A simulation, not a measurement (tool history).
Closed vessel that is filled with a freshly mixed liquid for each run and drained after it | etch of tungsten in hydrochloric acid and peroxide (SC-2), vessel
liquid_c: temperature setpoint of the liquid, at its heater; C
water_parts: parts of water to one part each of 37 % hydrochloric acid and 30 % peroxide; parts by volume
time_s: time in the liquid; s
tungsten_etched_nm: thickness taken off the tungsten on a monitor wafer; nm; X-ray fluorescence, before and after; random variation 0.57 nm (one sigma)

run	hour	liquid_c	water_parts	time_s	tungsten_etched_nm
1	0	54	6	130	90.701
2	5.8	54	7	130	81.385
3	14.8	53.5	7	130	79.283
4	19	53.5	7	140	83.453
5	20.6	53.5	5.5	140	101.36
6	27.6	53.5	5.5	140	99.916

The next listed run, before its measurement:
7	34.8	45.5	5.5	140	?

tungsten_etched_nm: 59.774 nm
